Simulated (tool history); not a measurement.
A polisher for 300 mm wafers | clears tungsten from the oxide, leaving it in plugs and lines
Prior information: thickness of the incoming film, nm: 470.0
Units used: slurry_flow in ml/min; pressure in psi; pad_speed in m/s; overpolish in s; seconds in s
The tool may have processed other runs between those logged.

run,hour,slurry_flow,pressure,pad_speed,slurry_solids,overpolish,seconds
1,0.0,140,3.3,1.26,1.0,38,94.718
2,1.6,145,3.6,1.26,1.0,38,86.473
3,8.1,145,3.1,1.26,1.0,38,97.854
4,12.6,150,3.4,1.26,1.0,38,90.805
5,18.6,150,3.4,1.26,1.0,38,92.207
6,26.8,150,3.4,1.26,1.0,40,90.854
7,34.6,150,3.7,1.26,1.0,40,86.869
8,41.3,150,4.0,1.28,1.0,40,78.937
9,44.9,150,4.0,1.28,1.0,40,79.304
10,46.5,150,4.2,1.30,1.0,40,76.487
11,50.3,155,4.4,1.32,1.0,40,73.111
12,55.7,155,5.2,1.40,1.0,40,60.993

The next listed run, before its measurement:
13,57.5,155,5.2,1.42,1.0,40,?

Run 13 produced seconds 59.233 s.
